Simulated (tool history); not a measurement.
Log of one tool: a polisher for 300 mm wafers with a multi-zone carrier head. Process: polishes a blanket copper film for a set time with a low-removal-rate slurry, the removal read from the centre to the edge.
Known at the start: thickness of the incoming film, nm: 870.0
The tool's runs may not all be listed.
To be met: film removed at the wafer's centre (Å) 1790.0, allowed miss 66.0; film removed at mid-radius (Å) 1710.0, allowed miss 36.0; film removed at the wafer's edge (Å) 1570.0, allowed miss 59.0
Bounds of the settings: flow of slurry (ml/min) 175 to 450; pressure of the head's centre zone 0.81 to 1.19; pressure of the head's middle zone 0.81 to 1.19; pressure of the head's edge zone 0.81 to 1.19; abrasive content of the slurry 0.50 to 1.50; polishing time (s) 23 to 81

run,hour,flow of slurry (ml/min),pressure of the head's centre zone,pressure of the head's middle zone,pressure of the head's edge zone,abrasive content of the slurry,polishing time (s),film removed at the wafer's centre (Å),film removed at mid-radius (Å),film removed at the wafer's edge (Å)
1,0.0,290,1.00,1.00,1.00,1.00,52,1585.3,1541.2,1532.9
2,8.2,305,1.02,1.02,1.00,1.00,52,1579.2,1595.0,1511.6
3,12.9,315,1.05,1.02,1.01,1.05,52,1626.8,1608.6,1572.2
4,21.3,315,1.05,1.08,1.01,1.05,52,1663.0,1682.3,1591.5
5,25.3,315,1.05,1.08,1.01,1.05,58,1851.4,1864.3,1735.4
6,32.0,300,1.05,1.06,0.98,1.00,58,1800.3,1825.2,1676.7
7,38.8,285,1.06,1.04,0.96,1.00,58,1858.2,1765.3,1691.7
8,44.4,285,1.05,1.04,0.94,0.95,58,1809.9,1763.9,1645.2
9,50.2,280,1.05,1.04,0.92,0.95,58,1779.2,1776.5,1621.8
10,56.3,270,1.06,1.04,0.91,0.95,58,1802.9,1787.5,1620.3
11,62.1,270,1.06,1.04,0.91,0.95,58,1789.7,1758.3,1631.8

Which of these 4 next moves meets every target?
A,67.9,200,1.03,0.93,1.06,1.20,60,?,?,?
B,67.9,395,0.98,1.07,1.06,0.65,63,?,?,?
C,67.9,350,1.06,1.00,0.85,1.05,56,?,?,?
D,67.9,260,0.98,1.05,0.95,1.20,57,?,?,?

move,film removed at the wafer's centre (Å),film removed at mid-radius (Å),film removed at the wafer's edge (Å)
A,1838.5,1702.8,1809.5
B,1759.5,1899.1,1782.6
C,1813.8,1717.2,1569.3
D,1704.9,1819.2,1673.4
A: brings the result that was furthest off to its target, and leaves another outside
B: further off than the last run
C: meets every target
D: further off than the last run
The right move is C.
